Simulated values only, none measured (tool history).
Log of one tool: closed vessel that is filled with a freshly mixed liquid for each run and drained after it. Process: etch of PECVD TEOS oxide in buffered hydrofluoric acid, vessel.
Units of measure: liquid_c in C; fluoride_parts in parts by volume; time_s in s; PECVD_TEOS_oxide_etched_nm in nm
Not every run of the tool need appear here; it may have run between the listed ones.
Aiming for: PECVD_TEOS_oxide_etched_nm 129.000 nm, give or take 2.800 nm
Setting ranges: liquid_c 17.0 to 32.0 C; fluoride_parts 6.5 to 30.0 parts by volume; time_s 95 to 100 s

{"run": 1, "hour": 0.0, "liquid_c": 24.0, "fluoride_parts": 19.5, "time_s": 95, "PECVD_TEOS_oxide_etched_nm": 87.527}
{"run": 2, "hour": 5.0, "liquid_c": 24.0, "fluoride_parts": 19.5, "time_s": 95, "PECVD_TEOS_oxide_etched_nm": 87.025}
{"run": 3, "hour": 7.7, "liquid_c": 25.0, "fluoride_parts": 19.5, "time_s": 95, "PECVD_TEOS_oxide_etched_nm": 91.258}
{"run": 4, "hour": 9.0, "liquid_c": 26.0, "fluoride_parts": 19.5, "time_s": 95, "PECVD_TEOS_oxide_etched_nm": 97.785}
{"run": 5, "hour": 14.7, "liquid_c": 26.0, "fluoride_parts": 19.5, "time_s": 100, "PECVD_TEOS_oxide_etched_nm": 102.01}
{"run": 6, "hour": 18.3, "liquid_c": 26.5, "fluoride_parts": 19.5, "time_s": 100, "PECVD_TEOS_oxide_etched_nm": 106.05}
{"run": 7, "hour": 21.1, "liquid_c": 26.5, "fluoride_parts": 19.5, "time_s": 100, "PECVD_TEOS_oxide_etched_nm": 104.45}
{"run": 8, "hour": 23.4, "liquid_c": 26.5, "fluoride_parts": 19.5, "time_s": 100, "PECVD_TEOS_oxide_etched_nm": 104.25}
{"run": 9, "hour": 26.7, "liquid_c": 27.0, "fluoride_parts": 19.5, "time_s": 100, "PECVD_TEOS_oxide_etched_nm": 107.88}
{"run": 10, "hour": 31.9, "liquid_c": 27.5, "fluoride_parts": 19.5, "time_s": 100, "PECVD_TEOS_oxide_etched_nm": 111.25}
{"run": 11, "hour": 36.2, "liquid_c": 28.0, "fluoride_parts": 19.5, "time_s": 100, "PECVD_TEOS_oxide_etched_nm": 113.77}
{"run": 12, "hour": 41.1, "liquid_c": 28.5, "fluoride_parts": 19.5, "time_s": 100, "PECVD_TEOS_oxide_etched_nm": 116.65}
{"run": 13, "hour": 43.0, "liquid_c": 29.0, "fluoride_parts": 19.5, "time_s": 100, "PECVD_TEOS_oxide_etched_nm": 121.06}
{"run": 14, "hour": 48.2, "liquid_c": 29.5, "fluoride_parts": 19.5, "time_s": 100, "PECVD_TEOS_oxide_etched_nm": 122.53}

5 next moves are on the table. One of them brings every result within its allowed miss. Which?
{"run": "A", "hour": 53.4, "liquid_c": 32.0, "fluoride_parts": 23.5, "time_s": 95, "PECVD_TEOS_oxide_etched_nm": "?"}
{"run": "B", "hour": 53.4, "liquid_c": 30.0, "fluoride_parts": 18.0, "time_s": 100, "PECVD_TEOS_oxide_etched_nm": "?"}
{"run": "C", "hour": 53.4, "liquid_c": 27.0, "fluoride_parts": 15.5, "time_s": 95, "PECVD_TEOS_oxide_etched_nm": "?"}
{"run": "D", "hour": 53.4, "liquid_c": 29.0, "fluoride_parts": 18.0, "time_s": 95, "PECVD_TEOS_oxide_etched_nm": "?"}
{"run": "E", "hour": 53.4, "liquid_c": 30.0, "fluoride_parts": 19.0, "time_s": 95, "PECVD_TEOS_oxide_etched_nm": "?"}

move=A PECVD_TEOS_oxide_etched_nm=113.720
move=B PECVD_TEOS_oxide_etched_nm=136.750
move=C PECVD_TEOS_oxide_etched_nm=128.290
move=D PECVD_TEOS_oxide_etched_nm=123.230
move=E PECVD_TEOS_oxide_etched_nm=123.200
A: misses by more than the last run did
B: carries the result that was furthest off beyond its target, to the other side
C: meets every target
D: nearer the targets than the last run, but a result is still out of spec
E: nearer the targets than the last run, but a result is still out of spec
Correct choice: C, which meets every target
